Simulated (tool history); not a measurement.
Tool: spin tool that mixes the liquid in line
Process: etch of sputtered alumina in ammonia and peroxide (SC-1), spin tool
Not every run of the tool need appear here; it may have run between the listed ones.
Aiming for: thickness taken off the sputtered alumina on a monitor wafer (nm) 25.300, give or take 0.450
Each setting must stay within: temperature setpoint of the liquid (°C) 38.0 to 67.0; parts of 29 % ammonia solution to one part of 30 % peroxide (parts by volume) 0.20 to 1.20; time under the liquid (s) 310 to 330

run  hour  temperature setpoint of the liquid (°C)  parts of 29 % ammonia solution to one part of 30 % peroxide (parts by volume)  time under the liquid (s)  thickness taken off the sputtered alumina on a monitor wafer (nm)
  1   0.0                                     51.0                                                                           0.85                        310                                                             20.230
  2   6.4                                     51.0                                                                           0.85                        310                                                             20.079
  3   8.4                                     47.0                                                                           0.85                        310                                                             16.101
  4  11.4                                     47.0                                                                           0.85                        310                                                             16.214
  5  19.6                                     47.0                                                                           0.85                        330                                                             17.193
  6  26.5                                     42.0                                                                           0.85                        330                                                             12.948
  7  34.6                                     45.5                                                                           0.85                        330                                                             15.758
  8  35.5                                     48.0                                                                           0.85                        330                                                             18.257
  9  39.8                                     49.5                                                                           0.85                        330                                                             19.881
 10  42.8                                     51.0                                                                           0.85                        330                                                             21.308
 11  50.4                                     52.0                                                                           0.85                        330                                                             22.978
 12  51.1                                     52.5                                                                           0.85                        330                                                             23.385
 13  57.8                                     53.0                                                                           0.85                        330                                                             24.157
 14  61.0                                     53.5                                                                           0.85                        330                                                             24.774

5 next moves are on the table. One of them brings every result within its allowed miss. Which?
  A  64.2                                     55.0                                                                           0.70                        320                                                                  ?
  B  64.2                                     55.0                                                                           0.55                        315                                                                  ?
  C  64.2                                     54.5                                                                           0.75                        310                                                                  ?
  D  64.2                                     54.0                                                                           1.05                        310                                                                  ?
  E  64.2                                     53.0                                                                           0.85                        330                                                                  ?

move  thickness taken off the sputtered alumina on a monitor wafer (nm)
   A                                                             25.217
   B                                                             24.263
   C                                                             23.943
   D                                                             24.068
   E                                                             23.801
A: all results in spec
B: misses by more than the last run did
C: misses by more than the last run did
D: misses by more than the last run did
E: misses by more than the last run did
The right move is A.
